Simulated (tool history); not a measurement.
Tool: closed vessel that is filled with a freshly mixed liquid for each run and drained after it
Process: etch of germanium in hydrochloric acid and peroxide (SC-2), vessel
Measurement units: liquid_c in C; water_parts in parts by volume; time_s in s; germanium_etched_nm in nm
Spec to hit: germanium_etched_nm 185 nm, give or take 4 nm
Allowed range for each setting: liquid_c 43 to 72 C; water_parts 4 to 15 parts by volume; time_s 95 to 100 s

run,day,liquid_c,water_parts,time_s,germanium_etched_nm
1,0,59,8.5,95,149.1
2,0.05,61,8.5,95,159.77
3,0.425,61,10,95,156.33
4,0.721,62.5,10,95,160.68
5,0.888,62.5,10,95,161.25
6,1.171,60,10,95,150.04
7,1.262,62,10,95,160.18
8,1.488,63.5,10,95,165.06
9,1.867,64.5,10,95,171.45
10,2.238,65,10,95,173.91

Next run, 4 choices. One meets every target within its allowed miss, the rest don't. Which?
A,2.608,64.5,9.5,95,?
B,2.608,65,9,100,?
C,2.608,67,10,100,?
D,2.608,66,10.5,95,?

move,germanium_etched_nm
A,174.02
B,186.87
C,195.48
D,179.49
A: roughly where the last run was
B: all results land within tolerance of their targets
C: takes the result that was furthest off past its target
D: nearer than the last run, and not there yet
Answer: B
